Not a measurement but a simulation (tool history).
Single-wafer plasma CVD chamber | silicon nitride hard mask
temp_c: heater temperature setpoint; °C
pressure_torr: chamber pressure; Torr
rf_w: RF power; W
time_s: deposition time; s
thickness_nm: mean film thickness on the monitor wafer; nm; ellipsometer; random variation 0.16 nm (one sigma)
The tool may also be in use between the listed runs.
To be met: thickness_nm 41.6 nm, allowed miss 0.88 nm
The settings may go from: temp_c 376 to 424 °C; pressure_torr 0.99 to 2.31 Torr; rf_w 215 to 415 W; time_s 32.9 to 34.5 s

{"run": 1, "hour": 0.0, "temp_c": 400, "pressure_torr": 1.65, "rf_w": 315, "time_s": 34.5, "thickness_nm": 45.147}
{"run": 2, "hour": 7.2, "temp_c": 391, "pressure_torr": 1.65, "rf_w": 315, "time_s": 34.5, "thickness_nm": 45.237}
{"run": 3, "hour": 12.5, "temp_c": 399, "pressure_torr": 1.65, "rf_w": 315, "time_s": 34.5, "thickness_nm": 45.188}
{"run": 4, "hour": 18.1, "temp_c": 390, "pressure_torr": 1.65, "rf_w": 315, "time_s": 34.5, "thickness_nm": 44.968}
{"run": 5, "hour": 20.9, "temp_c": 390, "pressure_torr": 1.91, "rf_w": 315, "time_s": 34.5, "thickness_nm": 47.246}
{"run": 6, "hour": 22.6, "temp_c": 390, "pressure_torr": 2.1, "rf_w": 315, "time_s": 34.5, "thickness_nm": 48.245}
{"run": 7, "hour": 26.7, "temp_c": 390, "pressure_torr": 1.95, "rf_w": 305, "time_s": 34.5, "thickness_nm": 46.032}
{"run": 8, "hour": 30.3, "temp_c": 390, "pressure_torr": 1.85, "rf_w": 300, "time_s": 34.5, "thickness_nm": 45.023}
{"run": 9, "hour": 38.7, "temp_c": 390, "pressure_torr": 1.77, "rf_w": 295, "time_s": 34.5, "thickness_nm": 43.872}
{"run": 10, "hour": 46.2, "temp_c": 390, "pressure_torr": 1.72, "rf_w": 295, "time_s": 34.5, "thickness_nm": 43.389}
{"run": 11, "hour": 52.8, "temp_c": 390, "pressure_torr": 1.68, "rf_w": 295, "time_s": 34.5, "thickness_nm": 43.337}
{"run": 12, "hour": 57.5, "temp_c": 390, "pressure_torr": 1.64, "rf_w": 295, "time_s": 34.5, "thickness_nm": 42.897}
{"run": 13, "hour": 58.0, "temp_c": 390, "pressure_torr": 1.61, "rf_w": 295, "time_s": 34.5, "thickness_nm": 42.839}
{"run": 14, "hour": 65.1, "temp_c": 390, "pressure_torr": 1.58, "rf_w": 295, "time_s": 34.5, "thickness_nm": 42.512}

4 next moves are on the table. One of them brings every result within its allowed miss. Which?
{"run": "A", "hour": 72.2, "temp_c": 401, "pressure_torr": 1.51, "rf_w": 320, "time_s": 33.7, "thickness_nm": "?"}
{"run": "B", "hour": 72.2, "temp_c": 392, "pressure_torr": 1.49, "rf_w": 310, "time_s": 34.2, "thickness_nm": "?"}
{"run": "C", "hour": 72.2, "temp_c": 388, "pressure_torr": 1.65, "rf_w": 290, "time_s": 33.5, "thickness_nm": "?"}
{"run": "D", "hour": 72.2, "temp_c": 393, "pressure_torr": 1.58, "rf_w": 300, "time_s": 34.5, "thickness_nm": "?"}

move=A thickness_nm=43.546
move=B thickness_nm=43.125
move=C thickness_nm=41.223
move=D thickness_nm=43.044
A: further off than the last run
B: further off than the last run
C: meets every target
D: further off than the last run
Answer: C
